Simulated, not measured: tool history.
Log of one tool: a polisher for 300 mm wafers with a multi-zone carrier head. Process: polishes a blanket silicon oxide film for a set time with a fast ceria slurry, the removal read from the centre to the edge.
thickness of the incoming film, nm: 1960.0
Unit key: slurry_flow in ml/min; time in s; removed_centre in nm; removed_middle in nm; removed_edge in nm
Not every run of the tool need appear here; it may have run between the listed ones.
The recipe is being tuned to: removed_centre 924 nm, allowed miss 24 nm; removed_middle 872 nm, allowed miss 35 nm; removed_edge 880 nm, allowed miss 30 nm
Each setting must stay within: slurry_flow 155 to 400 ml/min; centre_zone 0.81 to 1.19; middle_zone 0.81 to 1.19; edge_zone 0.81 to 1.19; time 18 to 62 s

run,hour,slurry_flow,centre_zone,middle_zone,edge_zone,time,removed_centre,removed_middle,removed_edge
1,0,255,1,1,1,40,784.79,788.66,767.2
2,7.2,270,1.03,1.01,1.04,41,824.37,796.32,819.13
3,11.4,270,1.03,1.01,1.11,41,815.31,805.91,812.25
4,15.5,270,1.03,1.01,1.16,41,811.44,794.14,841.88
5,19.4,285,1.06,1.03,1.16,41,837.84,810.3,848.15
6,26.2,295,1.08,1.05,1.15,41,855.51,854.48,828.94
7,32.1,295,1.08,1.05,1.15,41,857.95,839.95,835.19
8,38.5,305,1.09,1.05,1.16,41,869.01,834.09,847.54
9,41.3,315,1.1,1.06,1.17,41,871.42,855.49,877.77
10,44.6,315,1.12,1.06,1.17,41,883.41,863.91,858.34
11,46.3,320,1.13,1.06,1.17,41,893.55,840.28,874.29

Exercise: of the 5 proposed moves below, exactly one satisfies all targets within the stated allowed misses. Which move is it?
A,48,295,1.19,1.16,1.1,44,?,?,?
B,48,200,1.19,1.19,0.93,44,?,?,?
C,48,395,1.03,1.11,1.19,41,?,?,?
D,48,340,1.06,0.98,1.19,45,?,?,?
E,48,400,1.06,0.98,1.05,44,?,?,?

move,removed_centre,removed_middle,removed_edge
A,999.23,983.34,880.92
B,965.52,974.83,792.82
C,845.09,900.77,868.79
D,938.16,880.35,947.85
E,928.39,870.37,876.78
A: the result that was furthest off in the last run now lies on the other side of its target
B: the result that was furthest off in the last run now lies on the other side of its target
C: its largest miss is bigger than the last run's
D: the furthest-off result lands on target, but another misses its tolerance
E: all results in spec
E meets every target.

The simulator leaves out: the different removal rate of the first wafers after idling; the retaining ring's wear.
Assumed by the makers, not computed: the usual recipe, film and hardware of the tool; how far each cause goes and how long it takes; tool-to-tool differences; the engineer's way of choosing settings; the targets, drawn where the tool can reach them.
